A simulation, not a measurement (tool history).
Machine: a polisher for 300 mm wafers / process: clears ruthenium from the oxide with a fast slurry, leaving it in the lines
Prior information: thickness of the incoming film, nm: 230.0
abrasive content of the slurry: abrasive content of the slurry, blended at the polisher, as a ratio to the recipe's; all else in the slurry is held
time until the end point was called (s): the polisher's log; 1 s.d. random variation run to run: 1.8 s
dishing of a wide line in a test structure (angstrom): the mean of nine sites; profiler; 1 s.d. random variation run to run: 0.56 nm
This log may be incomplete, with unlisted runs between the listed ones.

run,hour,flow of slurry (ml/min),pressure of the wafer on the pad (psi),speed of the pad under the wafer (m/s),abrasive content of the slurry,overpolish time after the end point (s),time until the end point was called (s),dishing of a wide line in a test structure (angstrom)
1,0,195,2.1,0.98,1,13,75.547,284.43
2,8.5,195,1.9,0.98,1,14,81.834,281.01
3,11.7,195,1.9,0.98,1.1,14,78.703,299.27
4,17.9,195,1.9,0.88,1.1,14,88.533,269.84
5,20.2,220,1.9,0.88,1.1,14,82.995,269.25
6,25.9,200,1.8,0.88,1.1,14,91.017,256.55
7,33,185,1.7,0.88,1.1,14,95.222,253.72
8,38.4,185,1.7,0.88,1.1,14,95.408,248.01
9,39.9,180,1.2,0.86,1.1,17,130.89,223.68

Expected results for the next run?
10,43.4,185,1.2,0.86,1.1,17,?,?

time until the end point was called (s): 125.29
dishing of a wide line in a test structure (angstrom): 219.04
